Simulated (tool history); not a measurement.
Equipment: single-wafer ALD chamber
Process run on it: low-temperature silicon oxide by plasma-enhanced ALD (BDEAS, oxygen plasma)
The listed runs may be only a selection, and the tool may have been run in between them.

run	day	heater temperature setpoint (K)	number of ALD cycles (cycles)	mean film thickness on the monitor wafer (nm)
1	0	373.15	47	6.3721
2	0.075	382.15	47	6.1566
3	0.417	379.15	48	6.3728
4	0.521	370.15	48	6.5364
5	0.746	365.15	48	6.6833
6	0.9	364.15	49	6.9111
7	1.033	363.15	49	6.852
8	1.4	362.15	50	7.004
9	1.729	361.15	51	7.207
10	1.796	360.15	51	7.2221

Run 11 is up next; what results do you expect?
11	1.879	353.15	55	?

Logged for run 11: mean film thickness on the monitor wafer (nm) 8.0203.
